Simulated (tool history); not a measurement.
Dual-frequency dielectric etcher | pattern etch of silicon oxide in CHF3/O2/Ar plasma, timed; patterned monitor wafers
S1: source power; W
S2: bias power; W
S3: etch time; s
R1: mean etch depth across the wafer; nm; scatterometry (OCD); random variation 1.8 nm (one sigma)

run 1 hour=0.0 | S1=870 S2=233 S3=388.5 | R1=1037.60
run 2 hour=5.7 | S1=810 S2=218 S3=387.5 | R1=983.73
run 3 hour=12.5 | S1=810 S2=218 S3=388.5 | R1=986.73
run 4 hour=18.6 | S1=760 S2=207 S3=388.0 | R1=935.44
run 5 hour=23.0 | S1=760 S2=207 S3=388.5 | R1=937.99
run 6 hour=30.2 | S1=840 S2=207 S3=388.5 | R1=974.81
-- hour=35.9 wet clean of the chamber
run 7 hour=35.9 | S1=780 S2=201 S3=388.0 | R1=900.05
run 8 hour=40.5 | S1=730 S2=200 S3=388.0 | R1=877.65

Run 9 comes next. What will it give?
run 9 hour=47.0 | S1=700 S2=200 S3=388.0 | R1=?

R1: 863.11 nm
